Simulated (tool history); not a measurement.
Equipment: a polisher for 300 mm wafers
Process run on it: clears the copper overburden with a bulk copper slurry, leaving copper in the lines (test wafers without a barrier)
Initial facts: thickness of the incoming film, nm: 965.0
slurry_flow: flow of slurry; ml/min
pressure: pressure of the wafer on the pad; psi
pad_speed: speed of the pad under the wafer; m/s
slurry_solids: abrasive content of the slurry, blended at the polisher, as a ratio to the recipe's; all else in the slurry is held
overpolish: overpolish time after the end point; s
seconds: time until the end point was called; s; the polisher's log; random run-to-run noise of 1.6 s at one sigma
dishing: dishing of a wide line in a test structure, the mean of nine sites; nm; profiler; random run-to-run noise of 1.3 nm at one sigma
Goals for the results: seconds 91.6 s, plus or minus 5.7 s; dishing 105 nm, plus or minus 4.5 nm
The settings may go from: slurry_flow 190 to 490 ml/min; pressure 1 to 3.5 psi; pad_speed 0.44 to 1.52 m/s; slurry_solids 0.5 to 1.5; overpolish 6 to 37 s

run,day,slurry_flow,pressure,pad_speed,slurry_solids,overpolish,seconds,dishing
1,0,315,2.2,0.98,1,19,170.44,63.734
2,0.225,315,2.6,1,1,19,137.75,70.609
3,0.325,315,2.6,1,0.9,19,135.77,72.031
4,0.617,315,2.3,1,0.9,19,157.91,64.948
5,0.917,315,2.3,1,1,19,154.73,66.687
6,1.225,315,2.3,1.22,1,19,131.15,75.773
7,1.417,315,2.5,1.24,1,20,117.91,82.579
8,1.746,315,2.6,1.24,1,21,113.08,86.865
9,1.796,315,2.6,1.24,1,21,111.14,85.821
10,2.138,315,2.7,1.26,1,22,103.37,91.459
11,2.508,315,2.7,1.26,1,23,106.7,91.854

Exercise: of the 4 proposed moves below, exactly one satisfies all targets within the stated allowed misses. Which move is it?
A,2.879,285,2.8,1.08,0.95,19,?,?
B,2.879,325,2.9,1.32,1.2,25,?,?
C,2.879,305,2.4,1.1,0.95,21,?,?
D,2.879,305,2.5,1.24,0.9,23,?,?

move,seconds,dishing
A,120.48,79.157
B,90.244,103.3
C,136.58,76.566
D,118.01,87.114
A: its largest miss is bigger than the last run's
B: every result lands within tolerance
C: its largest miss is bigger than the last run's
D: its largest miss is bigger than the last run's
Answer: B

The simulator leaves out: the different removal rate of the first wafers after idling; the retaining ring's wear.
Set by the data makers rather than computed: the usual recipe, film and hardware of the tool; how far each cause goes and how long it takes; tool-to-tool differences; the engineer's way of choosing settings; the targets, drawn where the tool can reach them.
